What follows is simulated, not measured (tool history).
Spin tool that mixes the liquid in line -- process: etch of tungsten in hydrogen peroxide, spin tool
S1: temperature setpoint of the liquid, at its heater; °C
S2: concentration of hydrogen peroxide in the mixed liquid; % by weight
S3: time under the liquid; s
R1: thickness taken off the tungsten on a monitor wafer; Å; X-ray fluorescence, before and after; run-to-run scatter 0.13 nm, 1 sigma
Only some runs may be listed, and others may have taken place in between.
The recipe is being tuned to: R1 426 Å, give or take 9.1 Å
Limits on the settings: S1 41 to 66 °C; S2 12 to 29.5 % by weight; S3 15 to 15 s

run 1 hour=0 | S1=57 S2=20 S3=15 | R1=610.28
run 2 hour=5.2 | S1=57 S2=20 S3=15 | R1=614.6
run 3 hour=13.2 | S1=56.5 S2=20 S3=15 | R1=592.36
run 4 hour=14.3 | S1=56 S2=20 S3=15 | R1=575.83
run 5 hour=16.7 | S1=56 S2=20 S3=15 | R1=575.51
run 6 hour=17.3 | S1=55.5 S2=20 S3=15 | R1=559.62
run 7 hour=18.7 | S1=55 S2=20 S3=15 | R1=541.61
run 8 hour=21.6 | S1=54.5 S2=20 S3=15 | R1=527.02
run 9 hour=27.4 | S1=54 S2=20 S3=15 | R1=510.89
run 10 hour=34.9 | S1=53.5 S2=20 S3=15 | R1=495.51
run 11 hour=36.1 | S1=53 S2=20 S3=15 | R1=481.98
run 12 hour=37.6 | S1=52 S2=20 S3=15 | R1=452.01
run 13 hour=41.6 | S1=51.5 S2=20 S3=15 | R1=440.23
-- hour=50.2 thermometer replaced
run 14 hour=50.2 | S1=51 S2=20 S3=15 | R1=467.69

4 candidate next runs follow, results not yet known. Just one meets every target within its allowed miss. Identify it.
run A hour=58.8 | S1=52.5 S2=21 S3=15 | R1=?
run B hour=58.8 | S1=51 S2=19.5 S3=15 | R1=?
run C hour=58.8 | S1=50.5 S2=17.5 S3=15 | R1=?
run D hour=58.8 | S1=51 S2=20.5 S3=15 | R1=?

move=A R1=524.03
move=B R1=461.18
move=C R1=423.8
move=D R1=472.86
A: moves away from the targets compared with the last run
B: closes in on the targets versus the last run, not all within tolerance yet
C: every result lands within tolerance
D: moves away from the targets compared with the last run
Correct choice: C, which meets every target
